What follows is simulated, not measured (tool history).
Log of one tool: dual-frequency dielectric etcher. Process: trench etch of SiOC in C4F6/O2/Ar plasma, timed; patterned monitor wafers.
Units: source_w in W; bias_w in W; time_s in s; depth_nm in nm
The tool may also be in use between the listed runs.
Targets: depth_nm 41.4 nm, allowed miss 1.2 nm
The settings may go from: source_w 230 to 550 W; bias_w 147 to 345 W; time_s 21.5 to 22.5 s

Run 1, hour 0: source_w 390 W, bias_w 246 W, time_s 21.5 s. Result: depth_nm 49.264 nm.
Run 2, hour 2.3: source_w 370 W, bias_w 239 W, time_s 21.5 s. Result: depth_nm 48.122 nm.
Run 3, hour 4.6: source_w 370 W, bias_w 216 W, time_s 21.5 s. Result: depth_nm 45.987 nm.
Run 4, hour 6.5: source_w 360 W, bias_w 213 W, time_s 21.5 s. Result: depth_nm 44.936 nm.
Run 5, hour 7.6: source_w 350 W, bias_w 211 W, time_s 21.5 s. Result: depth_nm 44.224 nm.
Run 6, hour 11.5: source_w 340 W, bias_w 210 W, time_s 21.5 s. Result: depth_nm 44.146 nm.
Run 7, hour 19.9: source_w 330 W, bias_w 208 W, time_s 21.5 s. Result: depth_nm 44.007 nm.
Run 8, hour 26.5: source_w 320 W, bias_w 205 W, time_s 21.5 s. Result: depth_nm 42.982 nm.
Run 9, hour 27: source_w 320 W, bias_w 204 W, time_s 21.5 s. Result: depth_nm 42.897 nm.
Run 10, hour 33.1: source_w 320 W, bias_w 203 W, time_s 21.5 s. Result: depth_nm 42.526 nm.
Run 11, hour 38.1: source_w 320 W, bias_w 202 W, time_s 21.5 s. Result: depth_nm 42.548 nm.

4 next moves are on the table. One of them brings every result within its allowed miss. Which?
Run A, hour 43.1: source_w 340 W, bias_w 195 W, time_s 22.5 s. Result: depth_nm ?.
Run B, hour 43.1: source_w 370 W, bias_w 154 W, time_s 22.5 s. Result: depth_nm ?.
Run C, hour 43.1: source_w 350 W, bias_w 203 W, time_s 21.5 s. Result: depth_nm ?.
Run D, hour 43.1: source_w 350 W, bias_w 200 W, time_s 22 s. Result: depth_nm ?.

move  depth_nm
   A    44.299
   B     40.59
   C    43.512
   D    44.215
A: further off than the last run
B: meets every target
C: further off than the last run
D: further off than the last run
Answer: B
